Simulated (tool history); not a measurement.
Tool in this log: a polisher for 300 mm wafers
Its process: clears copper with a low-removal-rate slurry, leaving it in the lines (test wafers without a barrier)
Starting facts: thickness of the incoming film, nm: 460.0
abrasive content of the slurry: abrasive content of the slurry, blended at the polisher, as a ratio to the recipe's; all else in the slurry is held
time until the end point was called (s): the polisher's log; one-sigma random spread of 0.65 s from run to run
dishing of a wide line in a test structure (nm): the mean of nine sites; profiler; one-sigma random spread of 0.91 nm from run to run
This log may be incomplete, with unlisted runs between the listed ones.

run,hour,flow of slurry (ml/min),pressure of the wafer on the pad (kPa),speed of the pad under the wafer (m/s),abrasive content of the slurry,overpolish time after the end point (s),time until the end point was called (s),dishing of a wide line in a test structure (nm)
1,0,135,29,0.98,1,15,100.28,41.089
2,5.3,135,24.8,0.98,1,15,117.33,35.872
3,14.1,135,31,0.98,1,15,91.926,41.758
4,17.3,135,31,0.98,1,9,93.252,29.607
5,25.1,135,31,0.98,1,7,94.961,23.305
6,27.1,135,31,1.18,1,7,80.242,26.267
7,34.3,135,33.1,1.16,1,9,76.977,33.544
8,37.1,135,35.2,1.16,1,10,71.975,38.16
9,39.3,135,37.2,1.16,1,10,69.431,41.168

Run 10 is up next; what results do you expect?
10,48.2,135,38.6,1.16,1,10,?,?

Run 10 measured time until the end point was called (s) 65.553, dishing of a wide line in a test structure (nm) 41.277.
